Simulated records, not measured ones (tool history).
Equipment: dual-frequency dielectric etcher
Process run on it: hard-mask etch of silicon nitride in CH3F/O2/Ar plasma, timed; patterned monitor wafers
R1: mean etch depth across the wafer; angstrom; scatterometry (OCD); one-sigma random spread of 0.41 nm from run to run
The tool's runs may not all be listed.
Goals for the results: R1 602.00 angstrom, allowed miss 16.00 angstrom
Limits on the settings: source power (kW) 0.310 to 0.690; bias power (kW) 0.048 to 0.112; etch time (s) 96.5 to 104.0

run 1 hour=0.0 | source_power_(kW)=0.500 bias_power_(kW)=0.080 etch_time_(s)=104.0 | R1=787.28
run 2 hour=4.6 | source_power_(kW)=0.530 bias_power_(kW)=0.080 etch_time_(s)=104.0 | R1=801.00
run 3 hour=8.6 | source_power_(kW)=0.510 bias_power_(kW)=0.076 etch_time_(s)=103.0 | R1=774.76
run 4 hour=9.4 | source_power_(kW)=0.490 bias_power_(kW)=0.072 etch_time_(s)=102.0 | R1=731.43
run 5 hour=13.3 | source_power_(kW)=0.470 bias_power_(kW)=0.070 etch_time_(s)=102.0 | R1=709.66
run 6 hour=20.1 | source_power_(kW)=0.470 bias_power_(kW)=0.075 etch_time_(s)=102.0 | R1=736.76
run 7 hour=28.4 | source_power_(kW)=0.460 bias_power_(kW)=0.073 etch_time_(s)=101.5 | R1=708.37
run 8 hour=30.9 | source_power_(kW)=0.440 bias_power_(kW)=0.072 etch_time_(s)=101.5 | R1=700.28
run 9 hour=37.7 | source_power_(kW)=0.430 bias_power_(kW)=0.071 etch_time_(s)=101.5 | R1=691.92
run 10 hour=44.0 | source_power_(kW)=0.420 bias_power_(kW)=0.070 etch_time_(s)=101.5 | R1=678.04
run 11 hour=45.8 | source_power_(kW)=0.410 bias_power_(kW)=0.069 etch_time_(s)=101.5 | R1=670.18
run 12 hour=49.8 | source_power_(kW)=0.330 bias_power_(kW)=0.058 etch_time_(s)=99.0 | R1=552.32
run 13 hour=56.1 | source_power_(kW)=0.340 bias_power_(kW)=0.058 etch_time_(s)=99.0 | R1=564.44
run 14 hour=63.6 | source_power_(kW)=0.350 bias_power_(kW)=0.058 etch_time_(s)=99.0 | R1=566.70
run 15 hour=67.6 | source_power_(kW)=0.360 bias_power_(kW)=0.058 etch_time_(s)=99.0 | R1=574.62

Exactly one of the 5 candidate moves below puts every result within its allowed miss. Which one?
run A hour=71.6 | source_power_(kW)=0.320 bias_power_(kW)=0.061 etch_time_(s)=96.5 | R1=?
run B hour=71.6 | source_power_(kW)=0.320 bias_power_(kW)=0.055 etch_time_(s)=96.5 | R1=?
run C hour=71.6 | source_power_(kW)=0.360 bias_power_(kW)=0.049 etch_time_(s)=96.5 | R1=?
run D hour=71.6 | source_power_(kW)=0.320 bias_power_(kW)=0.060 etch_time_(s)=96.5 | R1=?
run E hour=71.6 | source_power_(kW)=0.370 bias_power_(kW)=0.061 etch_time_(s)=100.0 | R1=?

move=A R1=542.74
move=B R1=524.21
move=C R1=533.34
move=D R1=539.71
move=E R1=601.13
A: the biggest miss grows against the last run
B: the biggest miss grows against the last run
C: the biggest miss grows against the last run
D: the biggest miss grows against the last run
E: hits every target within its allowed miss
Move E is the one to make.
